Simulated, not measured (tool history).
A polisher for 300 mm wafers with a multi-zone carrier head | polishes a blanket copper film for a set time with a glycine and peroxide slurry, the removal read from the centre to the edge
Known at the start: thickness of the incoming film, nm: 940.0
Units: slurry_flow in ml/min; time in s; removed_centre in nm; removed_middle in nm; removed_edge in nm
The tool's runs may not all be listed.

Run 1, hour 0: slurry_flow 145 ml/min, centre_zone 1, middle_zone 1, edge_zone 1, time 46 s. Result: removed_centre 349.35 nm, removed_middle 359.32 nm, removed_edge 370.95 nm.
Run 2, hour 1.2: slurry_flow 165 ml/min, centre_zone 1, middle_zone 1, edge_zone 1, time 46 s. Result: removed_centre 367.92 nm, removed_middle 365.38 nm, removed_edge 376.57 nm.
Run 3, hour 4.9: slurry_flow 150 ml/min, centre_zone 1, middle_zone 1, edge_zone 1, time 46 s. Result: removed_centre 355.76 nm, removed_middle 366.11 nm, removed_edge 364.44 nm.
Run 4, hour 6.6: slurry_flow 160 ml/min, centre_zone 1.01, middle_zone 1, edge_zone 1.03, time 48 s. Result: removed_centre 376.12 nm, removed_middle 384.47 nm, removed_edge 395.46 nm.
Run 5, hour 9.4: slurry_flow 160 ml/min, centre_zone 1.01, middle_zone 1, edge_zone 1.06, time 48 s. Result: removed_centre 381.68 nm, removed_middle 383.72 nm, removed_edge 400.59 nm.
Run 6, hour 10.9: slurry_flow 160 ml/min, centre_zone 1.01, middle_zone 1, edge_zone 1.02, time 48 s. Result: removed_centre 380.04 nm, removed_middle 381.89 nm, removed_edge 389.92 nm.

Run 7 comes next. What will it give?
Run 7, hour 15.9: slurry_flow 165 ml/min, centre_zone 1.02, middle_zone 0.99, edge_zone 1.05, time 50 s. Result: removed_centre ?, removed_middle ?, removed_edge ?.

Run 7 gave removed_centre 394.94 nm, removed_middle 400.31 nm, removed_edge 407.41 nm.
